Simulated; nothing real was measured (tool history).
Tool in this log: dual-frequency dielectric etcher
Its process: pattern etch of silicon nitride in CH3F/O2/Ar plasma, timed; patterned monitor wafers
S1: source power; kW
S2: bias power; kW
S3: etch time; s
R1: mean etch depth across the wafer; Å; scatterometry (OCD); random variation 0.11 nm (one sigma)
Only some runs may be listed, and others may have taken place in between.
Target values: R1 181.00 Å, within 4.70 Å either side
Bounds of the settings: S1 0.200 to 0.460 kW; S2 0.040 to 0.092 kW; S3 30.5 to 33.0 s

run  hour     S1     S2    S3      R1
  1   0.0  0.330  0.066  33.0  208.56
  2   8.4  0.330  0.077  33.0  221.63
  3  11.6  0.300  0.073  32.5  205.27
  4  13.4  0.300  0.079  32.5  213.05
  5  14.4  0.300  0.069  32.5  200.36
  6  21.8  0.280  0.068  32.5  195.85
  7  23.6  0.260  0.067  32.5  188.48
  8  30.7  0.260  0.067  32.5  187.84
  9  39.7  0.250  0.067  32.5  186.91

Exactly one of the 5 candidate moves below puts every result within its allowed miss. Which one?
  A  48.7  0.260  0.071  32.0   ?
  B  48.7  0.260  0.064  33.0   ?
  C  48.7  0.270  0.069  31.5   ?
  D  48.7  0.270  0.067  33.0   ?
  E  48.7  0.230  0.073  31.5   ?

move      R1
   A  190.46
   B  189.42
   C  188.15
   D  195.09
   E  181.24
A: its largest miss is bigger than the last run's
B: its largest miss is bigger than the last run's
C: its largest miss is bigger than the last run's
D: its largest miss is bigger than the last run's
E: every result lands within tolerance
The move that meets every target is E.
